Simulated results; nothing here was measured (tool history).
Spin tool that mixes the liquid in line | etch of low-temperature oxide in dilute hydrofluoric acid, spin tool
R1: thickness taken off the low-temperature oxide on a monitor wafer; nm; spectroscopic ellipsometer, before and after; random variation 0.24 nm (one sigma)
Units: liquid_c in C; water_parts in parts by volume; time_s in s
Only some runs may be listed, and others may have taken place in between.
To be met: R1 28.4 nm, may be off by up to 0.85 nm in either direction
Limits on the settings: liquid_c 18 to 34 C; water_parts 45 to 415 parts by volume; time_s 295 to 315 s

Run 1, hour 0: liquid_c 26 C, water_parts 230 parts by volume, time_s 295 s. Result: R1 14.625 nm.
Run 2, hour 1.3: liquid_c 27.5 C, water_parts 230 parts by volume, time_s 295 s. Result: R1 15.87 nm.
Run 3, hour 5.8: liquid_c 28.5 C, water_parts 225 parts by volume, time_s 295 s. Result: R1 16.467 nm.
Run 4, hour 11: liquid_c 29 C, water_parts 215 parts by volume, time_s 295 s. Result: R1 17.755 nm.
Run 5, hour 12.3: liquid_c 29.5 C, water_parts 210 parts by volume, time_s 295 s. Result: R1 18.895 nm.
Run 6, hour 19: liquid_c 31.5 C, water_parts 210 parts by volume, time_s 295 s. Result: R1 19.813 nm.
Run 7, hour 24.1: liquid_c 32 C, water_parts 205 parts by volume, time_s 295 s. Result: R1 20.934 nm.
Run 8, hour 25.9: liquid_c 32 C, water_parts 200 parts by volume, time_s 295 s. Result: R1 21.524 nm.
Run 9, hour 32.5: liquid_c 34 C, water_parts 155 parts by volume, time_s 295 s. Result: R1 31.777 nm.
Run 10, hour 38.6: liquid_c 34 C, water_parts 155 parts by volume, time_s 295 s. Result: R1 31.505 nm.
Run 11, hour 45.3: liquid_c 33.5 C, water_parts 155 parts by volume, time_s 295 s. Result: R1 31.412 nm.
Run 12, hour 53.7: liquid_c 33 C, water_parts 155 parts by volume, time_s 295 s. Result: R1 30.225 nm.
Run 13, hour 56.8: liquid_c 33 C, water_parts 155 parts by volume, time_s 295 s. Result: R1 30.771 nm.
Run 14, hour 59.7: liquid_c 32.5 C, water_parts 155 parts by volume, time_s 295 s. Result: R1 30.344 nm.

Consider the 5 candidate settings below. Which is the only one whose results all fall within their allowed miss of target?
Run A, hour 62.6: liquid_c 33.5 C, water_parts 155 parts by volume, time_s 295 s. Result: R1 ?.
Run B, hour 62.6: liquid_c 31 C, water_parts 145 parts by volume, time_s 315 s. Result: R1 ?.
Run C, hour 62.6: liquid_c 31 C, water_parts 150 parts by volume, time_s 305 s. Result: R1 ?.
Run D, hour 62.6: liquid_c 32 C, water_parts 160 parts by volume, time_s 295 s. Result: R1 ?.
Run E, hour 62.6: liquid_c 34 C, water_parts 155 parts by volume, time_s 295 s. Result: R1 ?.

move      R1
   A  30.792
   B   32.64
   C  30.345
   D  28.122
   E  31.326
A: misses by more than the last run did
B: misses by more than the last run did
C: just as far off the targets as the last run
D: each result inside its tolerance
E: misses by more than the last run did
Move D is the one to make.

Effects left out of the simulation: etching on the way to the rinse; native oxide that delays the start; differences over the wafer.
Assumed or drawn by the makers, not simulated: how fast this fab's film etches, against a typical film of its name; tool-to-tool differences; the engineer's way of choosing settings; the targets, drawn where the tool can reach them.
